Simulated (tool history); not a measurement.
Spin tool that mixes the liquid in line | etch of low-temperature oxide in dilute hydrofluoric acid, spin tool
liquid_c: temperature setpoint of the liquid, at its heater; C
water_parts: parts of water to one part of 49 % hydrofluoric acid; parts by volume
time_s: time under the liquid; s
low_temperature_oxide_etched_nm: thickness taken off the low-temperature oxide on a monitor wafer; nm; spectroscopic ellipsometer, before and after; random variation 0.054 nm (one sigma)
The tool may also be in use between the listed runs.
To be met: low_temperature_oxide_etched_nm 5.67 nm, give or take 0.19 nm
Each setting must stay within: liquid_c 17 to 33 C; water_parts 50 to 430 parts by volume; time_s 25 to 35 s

run	hour	liquid_c	water_parts	time_s	low_temperature_oxide_etched_nm
1	0	25	240	35	4.5736
2	2.3	26	240	35	4.7147
3	6.3	26	270	35	4.0254
4	9.8	22.5	270	35	3.5919
5	14.1	22.5	270	35	3.6292
6	18.7	19	270	35	3.1848
7	24.2	21.5	265	35	3.5794
8	27.9	25.5	240	35	4.6644
9	28.5	25.5	240	35	4.6213
10	30.6	26.5	240	35	4.869
11	39.1	27.5	240	35	4.9984
12	44.6	28	240	35	5.1595

4 candidate next runs follow, results not yet known. Just one meets every target within its allowed miss. Identify it.
A	50.1	31.5	255	35	?
B	50.1	28.5	205	25	?
C	50.1	28	210	35	?
D	50.1	29.5	230	35	?

move	low_temperature_oxide_etched_nm
A	5.3735
B	4.5771
C	6.1107
D	5.7406
A: nearer than the last run, and not there yet
B: further off than the last run
C: takes the biggest miss from the last run beyond its target
D: in spec on every target
Answer: D

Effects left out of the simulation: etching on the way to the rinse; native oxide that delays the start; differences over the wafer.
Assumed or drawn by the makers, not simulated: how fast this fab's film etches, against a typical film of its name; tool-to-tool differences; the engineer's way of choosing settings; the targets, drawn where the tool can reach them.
